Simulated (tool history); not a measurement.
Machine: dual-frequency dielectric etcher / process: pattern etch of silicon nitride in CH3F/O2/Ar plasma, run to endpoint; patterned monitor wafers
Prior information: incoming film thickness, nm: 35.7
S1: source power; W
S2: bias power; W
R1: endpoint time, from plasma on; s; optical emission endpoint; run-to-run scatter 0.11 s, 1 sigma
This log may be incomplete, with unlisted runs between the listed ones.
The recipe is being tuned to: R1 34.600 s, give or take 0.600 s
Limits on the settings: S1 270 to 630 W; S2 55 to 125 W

run 1 hour=0.0 | S1=450 S2=90 | R1=40.581
run 2 hour=5.3 | S1=380 S2=90 | R1=42.871
run 3 hour=12.4 | S1=430 S2=90 | R1=41.033
run 4 hour=18.0 | S1=430 S2=81 | R1=43.626
run 5 hour=18.5 | S1=460 S2=81 | R1=42.489
run 6 hour=27.4 | S1=460 S2=66 | R1=48.554
run 7 hour=28.9 | S1=500 S2=73 | R1=44.085
run 8 hour=33.8 | S1=530 S2=78 | R1=41.231
run 9 hour=42.3 | S1=550 S2=81 | R1=40.086
run 10 hour=43.4 | S1=570 S2=84 | R1=38.741
run 11 hour=47.0 | S1=580 S2=87 | R1=37.625
run 12 hour=47.7 | S1=590 S2=89 | R1=37.094
run 13 hour=52.1 | S1=600 S2=91 | R1=36.347
run 14 hour=59.2 | S1=610 S2=92 | R1=35.959
run 15 hour=66.7 | S1=610 S2=93 | R1=35.461
run 16 hour=75.0 | S1=620 S2=94 | R1=35.419

Exercise: of the 5 proposed moves below, exactly one satisfies all targets within the stated allowed misses. Which move is it?
run A hour=83.3 | S1=590 S2=90 | R1=?
run B hour=83.3 | S1=580 S2=90 | R1=?
run C hour=83.3 | S1=590 S2=91 | R1=?
run D hour=83.3 | S1=580 S2=101 | R1=?
run E hour=83.3 | S1=580 S2=88 | R1=?

move=A R1=36.878
move=B R1=37.102
move=C R1=36.651
move=D R1=34.811
move=E R1=37.574
A: further off than the last run
B: further off than the last run
C: further off than the last run
D: all results in spec
E: further off than the last run
So the answer is move D, the one that meets all the targets.
